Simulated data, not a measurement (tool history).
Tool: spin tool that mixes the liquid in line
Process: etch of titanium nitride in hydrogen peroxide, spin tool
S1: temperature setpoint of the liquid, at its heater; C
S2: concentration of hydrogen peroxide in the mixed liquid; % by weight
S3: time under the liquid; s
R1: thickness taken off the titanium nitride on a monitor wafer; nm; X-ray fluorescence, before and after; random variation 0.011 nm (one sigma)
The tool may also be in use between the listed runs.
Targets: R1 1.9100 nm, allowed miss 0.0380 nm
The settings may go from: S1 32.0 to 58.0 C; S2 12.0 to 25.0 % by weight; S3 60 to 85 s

| run | day | S1 | S2 | S3 | R1 |
|---|---|---|---|---|---|
| 1 | 0.000 | 42.0 | 17.0 | 85 | 4.1397 |
| 2 | 0.121 | 40.5 | 17.0 | 85 | 3.7054 |
| 3 | 0.296 | 36.0 | 17.0 | 85 | 2.5891 |
| 4 | 0.538 | 35.5 | 17.0 | 85 | 2.4943 |
| 5 | 0.662 | 35.0 | 17.0 | 85 | 2.4035 |
| 6 | 1.038 | 34.5 | 17.0 | 85 | 2.2886 |
| 7 | 1.238 | 34.0 | 17.0 | 85 | 2.1773 |
| 8 | 1.492 | 33.0 | 17.0 | 85 | 2.0179 |
| 9 | 1.538 | 32.5 | 17.0 | 85 | 1.9757 |

Which of these 4 next moves meets every target?
| A | 1.583 | 33.5 | 15.0 | 85 | ? |
| B | 1.583 | 32.0 | 18.0 | 85 | ? |
| C | 1.583 | 34.5 | 14.0 | 70 | ? |
| D | 1.583 | 33.5 | 19.5 | 80 | ? |

| move | R1 |
|---|---|
| A | 2.0771 |
| B | 1.9130 |
| C | 1.8263 |
| D | 2.0668 |
A: further off than the last run
B: meets every target
C: takes the result that was furthest off past its target
D: further off than the last run
The right move is B.
